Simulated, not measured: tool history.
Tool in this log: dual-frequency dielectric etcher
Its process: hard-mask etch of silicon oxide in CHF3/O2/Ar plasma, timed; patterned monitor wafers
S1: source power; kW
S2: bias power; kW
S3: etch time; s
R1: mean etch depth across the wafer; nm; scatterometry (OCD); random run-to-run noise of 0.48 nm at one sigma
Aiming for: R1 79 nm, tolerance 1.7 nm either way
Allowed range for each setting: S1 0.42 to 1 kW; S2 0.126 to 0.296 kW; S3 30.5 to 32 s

run  hour    S1     S2    S3      R1
  1     0  0.71  0.211  30.5  64.537
  2   1.7  0.82  0.211  30.5  69.789
  3   7.9  0.82  0.211    32  72.801
  4  15.6  0.82  0.211  30.5  69.135
  5    19  0.87  0.211  30.5  71.656
  6  23.1  0.89  0.213  30.5  73.439
  7  24.7  0.91  0.214  30.5  73.459
  8  28.1  0.91  0.214  30.5  73.574
  9  30.7  0.92  0.216  30.5  73.418
 10  36.5  0.93  0.219  30.5  74.708
 11  42.9  0.94  0.221  30.5  74.132
 12  49.6  0.95  0.221  30.5    75.8
 13  53.2  0.96  0.223  30.5  76.268

Below are 5 possible settings for the next run. Only one of them brings all results inside the allowed miss of their targets. Which is it?
  A  56.8  0.91  0.205  30.5   ?
  B  56.8  0.94  0.256    31   ?
  C  56.8  0.96  0.221  30.5   ?
  D  56.8  0.98  0.189    31   ?
  E  56.8  0.91  0.296    32   ?

move      R1
   A  73.317
   B  79.782
   C  76.529
   D   75.84
   E  84.169
A: lands further from the targets than the last run did
B: every result lands within tolerance
C: moves toward the targets from the last run without getting all of them in spec
D: lands further from the targets than the last run did
E: the result that was furthest off in the last run now lies on the other side of its target
So the answer is move B, the one that meets all the targets.

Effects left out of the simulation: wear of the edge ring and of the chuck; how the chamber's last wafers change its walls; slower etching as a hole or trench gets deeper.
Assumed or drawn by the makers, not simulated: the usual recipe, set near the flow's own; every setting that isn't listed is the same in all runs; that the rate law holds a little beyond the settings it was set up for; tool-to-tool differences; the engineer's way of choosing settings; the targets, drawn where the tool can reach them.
